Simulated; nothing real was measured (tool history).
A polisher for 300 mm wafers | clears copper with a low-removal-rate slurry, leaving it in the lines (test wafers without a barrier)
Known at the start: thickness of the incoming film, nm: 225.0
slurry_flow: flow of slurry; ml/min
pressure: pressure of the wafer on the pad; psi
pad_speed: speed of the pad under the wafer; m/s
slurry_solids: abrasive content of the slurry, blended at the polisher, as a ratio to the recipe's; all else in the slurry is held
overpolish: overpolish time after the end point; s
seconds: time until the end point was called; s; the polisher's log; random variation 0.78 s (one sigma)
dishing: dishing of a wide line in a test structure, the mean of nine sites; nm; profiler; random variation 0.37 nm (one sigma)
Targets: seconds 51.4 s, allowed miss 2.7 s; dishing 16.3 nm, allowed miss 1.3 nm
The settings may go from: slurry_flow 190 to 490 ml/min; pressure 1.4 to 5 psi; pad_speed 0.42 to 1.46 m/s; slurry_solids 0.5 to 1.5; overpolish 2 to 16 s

run	hour	slurry_flow	pressure	pad_speed	slurry_solids	overpolish	seconds	dishing
1	0	315	3.2	0.94	1	8	68.416	16.411
2	7.3	315	3.2	0.94	0.85	8	68.841	16.107
3	13.2	250	3.2	0.94	0.85	8	68.158	15.818
4	19.3	250	3.8	0.94	0.85	8	59.404	18.344
5	22.6	210	3.8	0.94	0.85	8	62.487	18.497
6	27	190	3.8	0.94	0.85	8	60.6	17.314
7	30.8	190	3.9	0.94	0.85	8	60.858	18.111
8	31.9	190	4.5	0.98	0.85	5	49.46	14.135

Which of these 5 next moves meets every target?
A	33	190	4.8	0.9	0.8	6	?	?
B	33	215	4.4	0.96	0.85	5	?	?
C	33	220	3.2	1.4	0.75	4	?	?
D	33	195	4.3	1.06	0.6	4	?	?
E	33	220	3.7	1.14	1	5	?	?

move	seconds	dishing
A	51.08	16.68
B	51.012	14.35
C	48.922	12.243
D	50.36	11.99
E	49.7	14.626
A: meets every target
B: nearer than the last run, and not there yet
C: further off than the last run
D: further off than the last run
E: nearer than the last run, and not there yet
Answer: A
